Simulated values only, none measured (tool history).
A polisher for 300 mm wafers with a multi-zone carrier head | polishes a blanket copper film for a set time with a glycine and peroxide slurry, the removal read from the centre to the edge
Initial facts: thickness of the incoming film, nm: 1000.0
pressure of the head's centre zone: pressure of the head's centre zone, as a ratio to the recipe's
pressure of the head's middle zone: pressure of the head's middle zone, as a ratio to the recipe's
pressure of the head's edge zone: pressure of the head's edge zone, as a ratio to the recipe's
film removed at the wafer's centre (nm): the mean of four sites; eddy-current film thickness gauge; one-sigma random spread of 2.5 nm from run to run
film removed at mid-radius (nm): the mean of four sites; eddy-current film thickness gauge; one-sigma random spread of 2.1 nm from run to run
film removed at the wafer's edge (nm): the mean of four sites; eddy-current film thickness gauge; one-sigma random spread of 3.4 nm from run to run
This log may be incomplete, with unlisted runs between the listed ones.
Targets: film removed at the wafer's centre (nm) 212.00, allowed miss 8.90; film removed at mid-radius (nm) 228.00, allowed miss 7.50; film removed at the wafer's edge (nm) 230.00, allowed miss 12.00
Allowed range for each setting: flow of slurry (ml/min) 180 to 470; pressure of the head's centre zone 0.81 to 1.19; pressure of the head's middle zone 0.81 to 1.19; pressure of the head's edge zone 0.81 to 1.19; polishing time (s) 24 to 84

| run | day | flow of slurry (ml/min) | pressure of the head's centre zone | pressure of the head's middle zone | pressure of the head's edge zone | polishing time (s) | film removed at the wafer's centre (nm) | film removed at mid-radius (nm) | film removed at the wafer's edge (nm) |
|---|---|---|---|---|---|---|---|---|---|
| 1 | 0.000 | 300 | 1.00 | 1.00 | 1.00 | 54 | 256.27 | 259.34 | 263.81 |
| 2 | 0.292 | 300 | 1.00 | 0.92 | 1.00 | 54 | 258.82 | 243.20 | 263.57 |
| 3 | 0.600 | 300 | 0.98 | 0.92 | 0.98 | 53 | 249.78 | 237.47 | 262.67 |
| 4 | 0.888 | 300 | 0.98 | 0.92 | 1.05 | 53 | 251.55 | 241.04 | 266.80 |
| 5 | 0.996 | 300 | 0.97 | 0.94 | 1.03 | 52 | 246.82 | 241.01 | 254.57 |
| 6 | 1.275 | 295 | 0.95 | 0.94 | 1.03 | 51 | 233.11 | 236.49 | 247.95 |
| 7 | 1.358 | 290 | 0.94 | 0.94 | 1.02 | 51 | 227.36 | 229.61 | 248.48 |
| 8 | 1.442 | 290 | 0.94 | 0.95 | 1.01 | 50 | 224.43 | 234.99 | 243.25 |
| 9 | 1.567 | 275 | 0.91 | 0.94 | 0.96 | 48 | 207.48 | 216.01 | 234.46 |

Which single option among these 4 for the next run brings every result within its allowed miss of target? Just one does.
| A | 1.692 | 270 | 0.81 | 0.85 | 0.93 | 55 | ? | ? | ? |
| B | 1.692 | 240 | 0.89 | 0.97 | 0.97 | 45 | ? | ? | ? |
| C | 1.692 | 310 | 0.91 | 0.90 | 1.01 | 51 | ? | ? | ? |
| D | 1.692 | 280 | 0.90 | 0.96 | 0.93 | 49 | ? | ? | ? |

| move | film removed at the wafer's centre (nm) | film removed at mid-radius (nm) | film removed at the wafer's edge (nm) |
|---|---|---|---|
| A | 214.60 | 231.70 | 254.20 |
| B | 189.99 | 208.22 | 209.36 |
| C | 227.73 | 228.60 | 247.89 |
| D | 213.82 | 229.25 | 226.88 |
A: the furthest-off result lands on target, but another misses its tolerance
B: the biggest miss grows against the last run
C: the furthest-off result lands on target, but another misses its tolerance
D: meets every target
Move D is the one to make.
